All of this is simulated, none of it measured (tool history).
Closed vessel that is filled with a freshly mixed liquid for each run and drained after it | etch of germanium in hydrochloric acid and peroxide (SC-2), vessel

run	hour	temperature setpoint of the liquid (C)	parts of water to one part each of 37 % hydrochloric acid and 30 % peroxide (parts by volume)	time in the liquid (s)	thickness taken off the germanium on a monitor wafer (Å)
1	0	57	8.5	105	3722.4
2	6.5	58.5	8.5	105	3980.3
3	11.4	58.5	8.5	105	3876.8
4	12.5	51.5	8.5	105	3109.1
5	16.7	51.5	8.5	105	3124.5
6	20.6	53.5	8.5	105	3360.8
7	27.6	53.5	8.5	105	3368.7
8	30.2	55.5	8.5	105	3582.5
9	30.8	57	8.5	105	3726.4
10	39.5	58.5	8.5	105	3926.1
11	40.5	58.5	8.5	105	3842.3
12	44.9	60	8.5	105	4111.9

What does the tool deliver on the next run?
13	48.7	61	8.5	105	?

{"run 13": {"thickness taken off the germanium on a monitor wafer (Å)": 4190}}

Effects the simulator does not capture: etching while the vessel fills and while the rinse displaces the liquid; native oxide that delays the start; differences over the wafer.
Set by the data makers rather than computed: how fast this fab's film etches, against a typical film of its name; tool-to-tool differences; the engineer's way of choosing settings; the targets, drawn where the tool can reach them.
